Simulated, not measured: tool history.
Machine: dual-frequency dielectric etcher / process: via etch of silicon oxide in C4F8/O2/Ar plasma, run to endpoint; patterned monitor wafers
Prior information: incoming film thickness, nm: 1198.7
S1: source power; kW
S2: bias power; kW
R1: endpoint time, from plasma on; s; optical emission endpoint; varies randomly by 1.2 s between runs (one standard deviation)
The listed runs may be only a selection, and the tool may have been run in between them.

run 1 hour=0.0 | S1=2.200 S2=1.557 | R1=222.55
run 2 hour=3.1 | S1=2.060 S2=1.520 | R1=230.61
run 3 hour=10.7 | S1=1.960 S2=1.495 | R1=236.36
run 4 hour=11.6 | S1=2.120 S2=1.495 | R1=227.98
run 5 hour=12.2 | S1=2.360 S2=1.495 | R1=220.07
run 6 hour=12.9 | S1=2.200 S2=1.451 | R1=226.41

What does the tool deliver on the next run?
run 7 hour=14.9 | S1=2.070 S2=1.416 | R1=?

Run 7 gave R1 231.86 s.
